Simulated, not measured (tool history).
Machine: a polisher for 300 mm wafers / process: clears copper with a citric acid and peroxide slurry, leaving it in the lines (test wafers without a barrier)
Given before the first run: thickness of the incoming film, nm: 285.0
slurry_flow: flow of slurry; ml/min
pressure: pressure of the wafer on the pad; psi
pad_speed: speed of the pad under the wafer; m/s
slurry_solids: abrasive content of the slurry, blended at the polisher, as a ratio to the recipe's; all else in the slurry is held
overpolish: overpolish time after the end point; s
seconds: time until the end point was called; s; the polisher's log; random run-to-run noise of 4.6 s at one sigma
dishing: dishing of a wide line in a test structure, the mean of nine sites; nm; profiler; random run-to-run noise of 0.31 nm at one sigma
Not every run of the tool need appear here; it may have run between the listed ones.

run,hour,slurry_flow,pressure,pad_speed,slurry_solids,overpolish,seconds,dishing
1,0,160,2.8,0.92,1,27,156.78,29.142
2,2.6,160,2.4,0.9,1,25,181.87,22.973
3,6.1,160,2.4,1.04,1,25,164.16,25.014
4,9.6,160,2.1,1.02,1,24,187.78,21.545
5,10.5,160,1.9,1.02,1,23,215.58,19.062
6,17.6,160,2.5,1.02,1,23,160.27,23.877

The next listed run, before its measurement:
7,18.8,160,2.2,1.02,1,22,?,?

{"run 7": {"seconds": 185.46, "dishing": 21.012}}
